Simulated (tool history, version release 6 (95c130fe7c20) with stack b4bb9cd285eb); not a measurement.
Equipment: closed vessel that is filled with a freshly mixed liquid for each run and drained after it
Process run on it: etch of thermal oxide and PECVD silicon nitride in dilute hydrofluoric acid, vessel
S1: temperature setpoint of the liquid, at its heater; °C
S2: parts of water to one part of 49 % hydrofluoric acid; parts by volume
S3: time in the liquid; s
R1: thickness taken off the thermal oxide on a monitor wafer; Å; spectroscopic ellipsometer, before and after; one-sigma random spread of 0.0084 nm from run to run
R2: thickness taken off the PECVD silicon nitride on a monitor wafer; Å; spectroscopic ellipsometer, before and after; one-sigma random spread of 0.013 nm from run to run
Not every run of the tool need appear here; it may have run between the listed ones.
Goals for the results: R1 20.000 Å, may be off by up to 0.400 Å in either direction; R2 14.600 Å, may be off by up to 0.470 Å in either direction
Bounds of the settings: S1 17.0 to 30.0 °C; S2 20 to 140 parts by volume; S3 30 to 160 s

run,day,S1,S2,S3,R1,R2
1,0.000,22.0,75,80,48.950,29.338
2,0.075,24.5,75,80,54.190,33.891
3,0.117,24.5,50,80,83.747,51.622
4,0.296,24.5,30,80,143.070,83.016
5,0.600,24.5,30,50,89.839,52.799
6,0.850,24.5,30,70,125.230,73.458
7,1.008,25.0,40,70,95.095,57.708
8,1.117,25.0,50,70,75.226,45.892
9,1.304,25.5,55,70,68.696,43.747
10,1.362,25.5,60,70,62.677,39.812
11,1.479,25.5,65,70,57.672,36.778
12,1.617,25.5,70,70,53.023,34.880
13,1.833,25.5,75,70,49.158,32.599
14,1.908,25.5,80,70,45.889,30.561
15,2.171,25.0,110,75,33.632,22.589
16,2.362,25.0,115,75,32.075,21.675
17,2.529,25.0,120,75,30.761,20.821
18,2.642,26.0,140,55,19.464,13.932
19,2.854,26.0,140,55,19.345,13.922

Consider the 5 candidate settings below. Which is the only one whose results all fall within their allowed miss of target?
A,3.067,27.0,130,50,?,?
B,3.067,28.0,140,50,?,?
C,3.067,30.0,135,45,?,?
D,3.067,22.5,140,65,?,?
E,3.067,22.5,130,60,?,?

move,R1,R2
A,20.118,14.785
B,19.148,14.619
C,19.358,15.454
D,20.195,13.359
E,20.303,13.264
A: meets every target
B: lands further from the targets than the last run did
C: lands further from the targets than the last run did
D: meets the target for the result that was furthest off, but another lies outside its allowed miss
E: meets the target for the result that was furthest off, but another lies outside its allowed miss
The move that meets every target is A.

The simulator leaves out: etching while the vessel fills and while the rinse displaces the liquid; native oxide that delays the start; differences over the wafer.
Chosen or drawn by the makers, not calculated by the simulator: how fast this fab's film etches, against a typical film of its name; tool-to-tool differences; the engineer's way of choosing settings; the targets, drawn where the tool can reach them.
